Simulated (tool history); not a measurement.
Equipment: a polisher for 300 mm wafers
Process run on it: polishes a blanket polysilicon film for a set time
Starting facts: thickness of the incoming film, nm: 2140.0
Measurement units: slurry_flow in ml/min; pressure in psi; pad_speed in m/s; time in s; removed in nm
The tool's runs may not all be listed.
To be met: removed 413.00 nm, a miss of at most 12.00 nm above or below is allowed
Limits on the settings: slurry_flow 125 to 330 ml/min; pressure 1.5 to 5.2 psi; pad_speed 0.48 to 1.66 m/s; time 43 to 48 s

run  hour  slurry_flow  pressure  pad_speed  time  removed
  1   0.0          210       3.3       1.06    48   558.40
  2   3.9          210       3.2       1.06    48   544.03
  3  10.7          210       3.1       1.06    48   535.23
  4  12.5          210       3.0       1.06    48   506.24
  5  14.9          185       3.0       1.06    48   500.87
  6  22.1          185       2.2       1.06    48   373.07
  7  25.9          190       2.2       1.06    48   369.10
  8  32.0          195       2.2       1.06    48   377.06
  9  33.2          200       2.2       1.06    48   375.05
 10  35.4          205       2.2       1.06    48   374.76

Below are 4 possible settings for the next run. Only one of them brings all results inside the allowed miss of their targets. Which is it?
  A  37.6          205       2.4       1.16    46        ?
  B  37.6          135       2.6       1.04    44        ?
  C  37.6          185       2.2       1.10    48        ?
  D  37.6          240       2.7       0.74    48        ?

move  removed
   A   423.80
   B   384.10
   C   388.46
   D   391.02
A: every result within its allowed miss
B: nearer the targets than the last run, but a result is still out of spec
C: nearer the targets than the last run, but a result is still out of spec
D: nearer the targets than the last run, but a result is still out of spec
The right move is A.
